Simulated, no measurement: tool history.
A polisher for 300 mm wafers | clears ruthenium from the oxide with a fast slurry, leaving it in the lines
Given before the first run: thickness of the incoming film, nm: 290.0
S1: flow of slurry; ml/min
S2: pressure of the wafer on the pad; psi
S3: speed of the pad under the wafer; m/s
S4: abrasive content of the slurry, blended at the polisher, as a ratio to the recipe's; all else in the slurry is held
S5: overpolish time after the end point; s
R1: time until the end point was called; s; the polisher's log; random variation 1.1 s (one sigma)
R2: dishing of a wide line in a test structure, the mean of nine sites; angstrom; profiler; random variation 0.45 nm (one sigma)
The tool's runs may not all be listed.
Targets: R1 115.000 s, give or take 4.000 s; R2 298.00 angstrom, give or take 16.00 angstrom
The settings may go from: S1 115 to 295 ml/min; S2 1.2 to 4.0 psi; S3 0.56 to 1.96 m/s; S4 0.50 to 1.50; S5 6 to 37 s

run,day,S1,S2,S3,S4,S5,R1,R2
1,0.000,190,2.6,1.26,1.00,19,48.192,761.80
2,0.167,190,2.5,1.20,1.00,18,51.763,691.54
3,0.525,190,2.4,1.14,1.00,17,55.482,644.49
4,0.783,230,2.4,1.14,1.00,17,55.157,636.04
5,1.158,230,2.3,1.08,1.00,16,59.913,600.22
6,1.483,265,2.3,1.08,1.00,16,58.221,590.15
7,1.588,250,1.6,0.72,1.00,9,105.330,219.38
8,1.842,250,1.6,0.72,1.00,10,104.710,240.70
# day 2.162: head pressure recalibrated
9,2.162,250,1.6,0.72,1.00,11,115.400,241.16
10,2.371,255,1.7,0.72,1.00,13,110.900,292.38
11,2.679,255,1.7,0.72,1.00,14,108.270,316.40

Consider the 5 candidate settings below. Which is the only one whose results all fall within their allowed miss of target?
A,2.988,270,1.7,0.56,1.05,18,?,?
B,2.988,275,1.7,0.56,1.00,14,?,?
C,2.988,235,1.3,0.78,1.25,14,?,?
D,2.988,295,1.6,0.74,1.15,13,?,?
E,2.988,235,2.0,0.68,0.65,17,?,?

move,R1,R2
A,123.960,337.88
B,126.380,266.07
C,114.820,289.86
D,103.220,298.29
E,122.180,325.55
A: moves the result that the last run missed by most past its target, out the other side
B: moves the result that the last run missed by most past its target, out the other side
C: each result inside its tolerance
D: moves away from the targets compared with the last run
E: moves the result that the last run missed by most past its target, out the other side
Move C is the one to make.
